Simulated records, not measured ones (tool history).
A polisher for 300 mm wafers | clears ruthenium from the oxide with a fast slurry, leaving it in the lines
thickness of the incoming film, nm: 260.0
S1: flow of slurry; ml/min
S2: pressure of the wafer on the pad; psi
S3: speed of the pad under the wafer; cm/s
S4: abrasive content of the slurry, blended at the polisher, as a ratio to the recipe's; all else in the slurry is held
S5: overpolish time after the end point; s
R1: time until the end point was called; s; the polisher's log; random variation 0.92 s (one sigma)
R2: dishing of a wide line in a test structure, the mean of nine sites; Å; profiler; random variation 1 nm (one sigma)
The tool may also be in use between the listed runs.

Run 1, hour 0.0: S1 275 ml/min, S2 3.0 psi, S3 104 cm/s, S4 1.0, S5 27 s. Result: R1 56.107 s, R2 878.63 Å.
Run 2, hour 5.4: S1 275 ml/min, S2 2.4 psi, S3 104 cm/s, S4 1.0, S5 27 s. Result: R1 70.081 s, R2 721.65 Å.
Run 3, hour 13.2: S1 275 ml/min, S2 2.4 psi, S3 126 cm/s, S4 1.0, S5 27 s. Result: R1 57.030 s, R2 861.65 Å.
Run 4, hour 17.1: S1 275 ml/min, S2 2.1 psi, S3 124 cm/s, S4 1.0, S5 25 s. Result: R1 66.968 s, R2 731.23 Å.
Run 5, hour 19.2: S1 310 ml/min, S2 2.1 psi, S3 124 cm/s, S4 1.0, S5 25 s. Result: R1 64.835 s, R2 738.80 Å.
Run 6, hour 26.8: S1 310 ml/min, S2 2.1 psi, S3 114 cm/s, S4 1.0, S5 25 s. Result: R1 71.554 s, R2 674.72 Å.
Run 7, hour 30.1: S1 310 ml/min, S2 2.0 psi, S3 114 cm/s, S4 1.0, S5 23 s. Result: R1 73.993 s, R2 615.88 Å.

The next listed run, before its measurement:
Run 8, hour 32.3: S1 310 ml/min, S2 1.5 psi, S3 114 cm/s, S4 1.0, S5 19 s. Result: R1 ?, R2 ?.

R1: 98.339 s
R2: 389.65 Å
